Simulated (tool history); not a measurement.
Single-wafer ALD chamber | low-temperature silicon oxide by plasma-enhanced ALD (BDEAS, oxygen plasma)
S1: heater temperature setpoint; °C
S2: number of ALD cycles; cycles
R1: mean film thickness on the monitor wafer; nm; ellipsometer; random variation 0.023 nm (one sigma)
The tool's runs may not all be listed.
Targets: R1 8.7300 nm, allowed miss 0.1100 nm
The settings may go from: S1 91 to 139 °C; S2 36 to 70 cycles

| run | hour | S1 | S2 | R1 |
|---|---|---|---|---|
| 1 | 0.0 | 115 | 53 | 7.0973 |
| 2 | 3.8 | 115 | 60 | 8.0484 |
| 3 | 10.0 | 113 | 61 | 8.1816 |
| 4 | 18.2 | 112 | 62 | 8.3429 |
| 5 | 24.3 | 112 | 59 | 7.9273 |
| 6 | 31.8 | 111 | 60 | 8.0966 |
| 7 | 33.5 | 109 | 61 | 8.2475 |
| 8 | 40.1 | 108 | 62 | 8.3931 |
| 9 | 46.2 | 108 | 62 | 8.3934 |

Which of these 5 next moves meets every target?
| A | 52.3 | 102 | 65 | ? |
| B | 52.3 | 112 | 61 | ? |
| C | 52.3 | 116 | 68 | ? |
| D | 52.3 | 111 | 61 | ? |
| E | 52.3 | 105 | 64 | ? |

| move | R1 |
|---|---|
| A | 8.8702 |
| B | 8.1908 |
| C | 9.0712 |
| D | 8.2042 |
| E | 8.6917 |
A: takes the result that was furthest off past its target
B: further off than the last run
C: takes the result that was furthest off past its target
D: further off than the last run
E: meets every target
Move E is the one to make.
